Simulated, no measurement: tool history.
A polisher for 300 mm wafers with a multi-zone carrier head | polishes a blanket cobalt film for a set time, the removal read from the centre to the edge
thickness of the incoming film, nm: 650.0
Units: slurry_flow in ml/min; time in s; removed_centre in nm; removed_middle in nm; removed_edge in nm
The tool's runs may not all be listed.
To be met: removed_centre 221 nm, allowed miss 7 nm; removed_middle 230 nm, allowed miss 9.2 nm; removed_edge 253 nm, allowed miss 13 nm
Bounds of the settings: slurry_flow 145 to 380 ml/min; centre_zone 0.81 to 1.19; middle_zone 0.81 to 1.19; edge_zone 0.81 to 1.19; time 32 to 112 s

run	day	slurry_flow	centre_zone	middle_zone	edge_zone	time	removed_centre	removed_middle	removed_edge
1	0	245	1	1	1	72	194.54	195.28	196.69
2	0.333	245	1	1	0.94	72	193.67	192.76	191.74
3	0.446	245	0.97	1	0.94	72	188.98	194.55	191.23
4	0.633	245	1.05	1	0.94	72	202.88	193.31	187.19
5	0.758	245	1.05	1	0.94	62	174.72	170.84	160.64
6	1.017	245	1.05	1	0.89	62	173.48	170.01	160.9
7	1.279	240	1	0.99	0.91	70	188.26	192.63	182.76
8	1.4	245	0.97	0.98	0.95	75	197.18	201.71	196.96
9	1.492	245	0.98	1.02	1.01	77	203.48	214.62	209.75
10	1.575	250	0.96	1	1.05	79	206.27	213.43	217.83
11	1.604	245	0.95	0.99	1.08	81	208.4	215.11	232.17

5 next moves are on the table. One of them brings every result within its allowed miss. Which?
A	1.633	245	0.98	0.89	1.13	81	?	?	?
B	1.633	270	1.01	0.96	1	76	?	?	?
C	1.633	245	0.89	1.07	1.09	82	?	?	?
D	1.633	195	0.93	0.96	1.14	88	?	?	?
E	1.633	145	1.02	0.85	1.1	86	?	?	?

move	removed_centre	removed_middle	removed_edge
A	214.75	198	225.95
B	209.07	199.37	200.43
C	199.05	234.14	224.05
D	217.84	225.02	243.01
E	225.44	193.81	229.29
A: brings the result that was furthest off to its target, and leaves another outside
B: further off than the last run
C: further off than the last run
D: meets every target
E: brings the result that was furthest off to its target, and leaves another outside
The right move is D.
